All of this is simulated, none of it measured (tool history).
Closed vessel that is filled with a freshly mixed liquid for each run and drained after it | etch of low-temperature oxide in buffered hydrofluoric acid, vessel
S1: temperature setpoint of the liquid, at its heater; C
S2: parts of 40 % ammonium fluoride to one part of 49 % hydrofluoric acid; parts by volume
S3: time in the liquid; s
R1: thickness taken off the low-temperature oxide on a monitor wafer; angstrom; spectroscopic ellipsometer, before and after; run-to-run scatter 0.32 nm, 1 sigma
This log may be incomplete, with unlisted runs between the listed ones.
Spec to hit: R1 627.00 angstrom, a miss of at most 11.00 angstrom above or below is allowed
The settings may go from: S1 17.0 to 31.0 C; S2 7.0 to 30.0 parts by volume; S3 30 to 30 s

{"run": 1, "hour": 0.0, "S1": 23.0, "S2": 20.0, "S3": 30, "R1": 338.47}
{"run": 2, "hour": 3.1, "S1": 23.0, "S2": 20.0, "S3": 30, "R1": 338.78}
{"run": 3, "hour": 10.7, "S1": 24.0, "S2": 19.5, "S3": 30, "R1": 369.08}
{"run": 4, "hour": 12.8, "S1": 24.0, "S2": 19.5, "S3": 30, "R1": 365.29}
{"hour": 16.7, "done": "hydrofluoric acid flow meter replaced"}
{"run": 5, "hour": 16.7, "S1": 27.5, "S2": 19.5, "S3": 30, "R1": 406.04}
{"run": 6, "hour": 21.7, "S1": 28.0, "S2": 18.5, "S3": 30, "R1": 439.7}
{"run": 7, "hour": 30.7, "S1": 28.0, "S2": 18.5, "S3": 30, "R1": 439.15}
{"run": 8, "hour": 36.0, "S1": 28.5, "S2": 18.0, "S3": 30, "R1": 458.01}
{"run": 9, "hour": 43.7, "S1": 29.0, "S2": 17.5, "S3": 30, "R1": 488.91}
{"run": 10, "hour": 45.8, "S1": 29.5, "S2": 17.0, "S3": 30, "R1": 514.58}
{"run": 11, "hour": 51.0, "S1": 29.5, "S2": 16.5, "S3": 30, "R1": 535.39}
{"run": 12, "hour": 53.2, "S1": 31.0, "S2": 14.5, "S3": 30, "R1": 653.44}

Consider the 5 candidate settings below. Which is the only one whose results all fall within their allowed miss of target?
{"run": "A", "hour": 55.4, "S1": 30.5, "S2": 13.0, "S3": 30, "R1": "?"}
{"run": "B", "hour": 55.4, "S1": 31.0, "S2": 14.0, "S3": 30, "R1": "?"}
{"run": "C", "hour": 55.4, "S1": 31.0, "S2": 13.5, "S3": 30, "R1": "?"}
{"run": "D", "hour": 55.4, "S1": 27.0, "S2": 11.0, "S3": 30, "R1": "?"}
{"run": "E", "hour": 55.4, "S1": 29.0, "S2": 13.5, "S3": 30, "R1": "?"}

move=A R1=702.59
move=B R1=670.78
move=C R1=695.07
move=D R1=687.18
move=E R1=625.75
A: its largest miss is bigger than the last run's
B: its largest miss is bigger than the last run's
C: its largest miss is bigger than the last run's
D: its largest miss is bigger than the last run's
E: each result inside its tolerance
E is the move that brings every result within its allowed miss.

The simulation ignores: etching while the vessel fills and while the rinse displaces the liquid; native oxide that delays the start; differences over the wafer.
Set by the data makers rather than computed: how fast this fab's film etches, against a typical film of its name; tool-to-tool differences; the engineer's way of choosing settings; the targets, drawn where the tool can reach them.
